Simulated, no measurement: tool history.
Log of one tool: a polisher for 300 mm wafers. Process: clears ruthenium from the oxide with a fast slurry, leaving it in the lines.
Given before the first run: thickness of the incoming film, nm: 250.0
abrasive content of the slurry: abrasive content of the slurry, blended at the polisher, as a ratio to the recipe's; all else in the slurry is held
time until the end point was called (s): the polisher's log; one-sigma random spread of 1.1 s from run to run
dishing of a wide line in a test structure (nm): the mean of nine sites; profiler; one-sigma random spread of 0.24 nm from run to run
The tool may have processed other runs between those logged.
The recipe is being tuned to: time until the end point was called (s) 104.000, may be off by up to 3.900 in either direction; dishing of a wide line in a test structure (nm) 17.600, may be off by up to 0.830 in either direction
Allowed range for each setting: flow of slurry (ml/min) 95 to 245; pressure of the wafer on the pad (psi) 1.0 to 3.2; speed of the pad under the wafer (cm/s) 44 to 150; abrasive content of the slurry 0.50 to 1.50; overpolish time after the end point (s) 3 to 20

run,hour,flow of slurry (ml/min),pressure of the wafer on the pad (psi),speed of the pad under the wafer (cm/s),abrasive content of the slurry,overpolish time after the end point (s),time until the end point was called (s),dishing of a wide line in a test structure (nm)
1,0.0,155,2.1,96,1.00,10,73.642,26.153
2,2.1,155,2.1,96,1.00,8,74.162,21.565
3,9.4,155,1.6,96,1.00,8,94.651,16.974
4,14.0,155,1.8,96,1.00,8,85.682,18.723
5,14.6,155,1.8,96,1.00,5,85.795,11.979
6,21.9,155,1.8,96,1.15,5,82.050,12.541
7,26.2,150,1.8,96,1.10,5,83.815,12.266
8,35.0,150,1.8,96,1.05,5,85.682,11.963
9,41.6,145,1.6,96,1.00,7,94.986,14.143
10,46.4,145,1.6,96,1.00,7,97.216,14.149
11,52.9,120,1.5,96,1.00,11,110.140,20.196
12,58.4,120,1.5,96,1.05,10,107.790,18.852
13,65.7,125,1.5,96,1.05,10,107.240,19.104

Next run, 5 choices. One meets every target within its allowed miss, the rest don't. Which?
A,73.0,150,1.6,80,0.95,10,?,?
B,73.0,145,1.3,108,1.10,9,?,?
C,73.0,115,1.5,90,1.00,10,?,?
D,73.0,100,1.7,102,1.00,8,?,?
E,73.0,110,1.7,90,0.80,12,?,?

move,time until the end point was called (s),dishing of a wide line in a test structure (nm)
A,114.390,18.260
B,107.240,17.561
C,116.310,17.973
D,97.655,17.160
E,112.740,22.017
A: the worst result of the last run now meets its target, but another is out of spec
B: every result within its allowed miss
C: the worst result of the last run now meets its target, but another is out of spec
D: the worst result of the last run now meets its target, but another is out of spec
E: lands further from the targets than the last run did
Move B is the one to make.

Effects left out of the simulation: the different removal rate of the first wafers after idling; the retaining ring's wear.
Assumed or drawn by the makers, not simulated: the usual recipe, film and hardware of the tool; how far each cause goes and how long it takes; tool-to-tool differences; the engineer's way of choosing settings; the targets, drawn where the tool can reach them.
